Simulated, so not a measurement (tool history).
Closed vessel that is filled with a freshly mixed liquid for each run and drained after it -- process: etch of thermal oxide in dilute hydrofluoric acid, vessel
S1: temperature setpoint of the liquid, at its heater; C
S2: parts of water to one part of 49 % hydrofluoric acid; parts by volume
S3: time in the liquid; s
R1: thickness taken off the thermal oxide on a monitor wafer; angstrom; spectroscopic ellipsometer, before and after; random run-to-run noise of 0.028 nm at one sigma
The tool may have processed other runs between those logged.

{"run": 1, "hour": 0.0, "S1": 24.0, "S2": 295, "S3": 670, "R1": 92.561}
{"run": 2, "hour": 6.6, "S1": 26.5, "S2": 295, "S3": 670, "R1": 101.16}
{"run": 3, "hour": 12.5, "S1": 25.0, "S2": 295, "S3": 670, "R1": 95.341}
{"run": 4, "hour": 19.4, "S1": 25.0, "S2": 210, "S3": 670, "R1": 147.8}
{"run": 5, "hour": 26.7, "S1": 25.0, "S2": 275, "S3": 670, "R1": 104.16}
{"run": 6, "hour": 35.6, "S1": 23.5, "S2": 280, "S3": 670, "R1": 97.512}

Run 7 is up next; what results do you expect?
{"run": 7, "hour": 36.6, "S1": 22.5, "S2": 285, "S3": 670, "R1": "?"}

R1: 92.065 angstrom

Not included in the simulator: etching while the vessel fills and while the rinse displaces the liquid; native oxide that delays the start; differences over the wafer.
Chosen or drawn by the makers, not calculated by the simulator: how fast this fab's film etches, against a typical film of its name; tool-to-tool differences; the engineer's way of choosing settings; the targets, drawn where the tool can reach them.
